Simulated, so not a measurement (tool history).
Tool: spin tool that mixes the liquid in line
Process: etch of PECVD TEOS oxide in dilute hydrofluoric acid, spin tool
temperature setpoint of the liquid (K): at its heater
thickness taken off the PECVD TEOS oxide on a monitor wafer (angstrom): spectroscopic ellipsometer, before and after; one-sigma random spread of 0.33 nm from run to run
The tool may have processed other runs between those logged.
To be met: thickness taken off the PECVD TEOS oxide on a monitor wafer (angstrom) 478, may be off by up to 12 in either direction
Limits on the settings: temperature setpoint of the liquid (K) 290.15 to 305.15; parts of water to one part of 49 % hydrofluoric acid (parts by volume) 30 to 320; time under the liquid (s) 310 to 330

run  hour  temperature setpoint of the liquid (K)  parts of water to one part of 49 % hydrofluoric acid (parts by volume)  time under the liquid (s)  thickness taken off the PECVD TEOS oxide on a monitor wafer (angstrom)
  1     0                                  297.15                                                                     175                        310                                                                  190.94
  2   8.1                                  297.15                                                                     175                        310                                                                  191.39
  3  14.1                                  297.15                                                                     175                        310                                                                  190.75
  4  15.4                                  299.15                                                                     150                        310                                                                  246.48
  5  17.9                                  300.65                                                                     135                        310                                                                  297.07
  6  23.9                                  301.65                                                                     125                        310                                                                  333.86
  7  26.3                                  302.65                                                                     115                        310                                                                  386.71
  8  27.1                                  303.15                                                                     110                        310                                                                  411.33
  9  33.9                                  303.65                                                                     110                        310                                                                  419.84
 10  35.3                                  304.15                                                                     110                        310                                                                  426.94

Exactly one of the 5 candidate moves below puts every result within its allowed miss. Which one?
  A  36.7                                  305.15                                                                     135                        330                                                                       ?
  B  36.7                                  302.15                                                                     115                        310                                                                       ?
  C  36.7                                  305.15                                                                     130                        315                                                                       ?
  D  36.7                                  301.15                                                                     100                        325                                                                       ?
  E  36.7                                  304.15                                                                     105                        325                                                                       ?

move  thickness taken off the PECVD TEOS oxide on a monitor wafer (angstrom)
   A                                                                  367.15
   B                                                                  372.98
   C                                                                  366.51
   D                                                                  441.86
   E                                                                  467.78
A: further off than the last run
B: further off than the last run
C: further off than the last run
D: moves toward the targets from the last run without getting all of them in spec
E: in spec on every target
The move that meets every target is E.
